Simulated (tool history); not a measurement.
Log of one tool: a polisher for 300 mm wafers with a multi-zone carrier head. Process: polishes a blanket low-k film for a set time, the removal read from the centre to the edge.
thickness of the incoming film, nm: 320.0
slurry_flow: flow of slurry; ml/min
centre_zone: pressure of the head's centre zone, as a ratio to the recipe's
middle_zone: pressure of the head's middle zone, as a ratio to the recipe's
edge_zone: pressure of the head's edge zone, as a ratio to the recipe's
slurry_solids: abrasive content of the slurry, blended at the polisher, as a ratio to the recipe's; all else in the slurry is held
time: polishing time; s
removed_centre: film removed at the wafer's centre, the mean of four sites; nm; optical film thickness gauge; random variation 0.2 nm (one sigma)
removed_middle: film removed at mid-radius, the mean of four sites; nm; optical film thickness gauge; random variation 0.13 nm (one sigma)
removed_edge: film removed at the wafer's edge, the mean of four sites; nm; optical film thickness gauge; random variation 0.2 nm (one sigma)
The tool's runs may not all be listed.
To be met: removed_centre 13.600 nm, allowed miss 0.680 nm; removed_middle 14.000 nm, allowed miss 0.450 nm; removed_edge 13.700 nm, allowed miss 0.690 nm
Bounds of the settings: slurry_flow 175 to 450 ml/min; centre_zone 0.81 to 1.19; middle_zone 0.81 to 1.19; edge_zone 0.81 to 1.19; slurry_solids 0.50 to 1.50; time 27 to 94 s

run,day,slurry_flow,centre_zone,middle_zone,edge_zone,slurry_solids,time,removed_centre,removed_middle,removed_edge
1,0.000,290,1.00,1.00,1.00,1.00,60,16.785,17.253,17.322
2,0.333,240,1.00,1.00,1.00,1.00,60,16.496,16.908,16.455
3,0.517,240,1.06,1.00,1.00,1.00,60,16.973,16.836,16.676
4,0.642,240,1.06,1.06,1.00,1.00,60,17.279,17.734,16.691
5,0.788,235,1.04,1.04,0.99,0.95,60,16.402,16.687,15.855
6,0.892,230,1.02,1.02,0.98,0.95,60,16.206,16.572,15.809
7,0.992,225,1.00,1.00,0.97,0.90,60,15.388,15.741,15.044
8,1.296,220,0.99,0.99,0.97,0.90,60,15.077,15.346,14.896
9,1.650,215,0.98,0.98,0.96,0.90,60,15.059,15.100,15.515

Which of these 5 next moves meets every target?
A,2.004,250,1.02,0.93,0.95,0.90,68,?,?,?
B,2.004,250,0.89,1.19,0.98,1.00,53,?,?,?
C,2.004,185,0.96,1.16,1.03,0.55,80,?,?,?
D,2.004,185,0.99,1.17,0.89,0.85,57,?,?,?
E,2.004,240,0.97,1.00,1.01,0.85,56,?,?,?

move,removed_centre,removed_middle,removed_edge
A,17.873,16.952,17.005
B,13.818,16.982,14.375
C,12.140,14.068,12.557
D,13.598,15.577,12.890
E,13.650,14.052,13.781
A: further off than the last run
B: brings the result that was furthest off to its target, and leaves another outside
C: takes the result that was furthest off past its target
D: takes the result that was furthest off past its target
E: meets every target
Move E is the one to make.
